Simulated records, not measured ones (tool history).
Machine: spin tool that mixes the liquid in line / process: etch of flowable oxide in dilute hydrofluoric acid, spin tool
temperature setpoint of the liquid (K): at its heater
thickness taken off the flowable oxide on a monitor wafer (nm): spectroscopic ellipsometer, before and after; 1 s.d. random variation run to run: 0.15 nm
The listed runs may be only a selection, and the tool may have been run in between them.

run	hour	temperature setpoint of the liquid (K)	parts of water to one part of 49 % hydrofluoric acid (parts by volume)	time under the liquid (s)	thickness taken off the flowable oxide on a monitor wafer (nm)
1	0	293.15	235	290	22.423
2	9.1	294.65	235	290	23.673
3	11.7	296.15	235	290	24.789
4	15.5	296.15	195	290	31.084
5	17.2	296.15	195	290	31.262
6	19.5	295.65	195	290	30.671

For run 7, what comes out?
7	27.1	295.15	195	290	?

{"run 7": {"thickness taken off the flowable oxide on a monitor wafer (nm)": 30.374}}
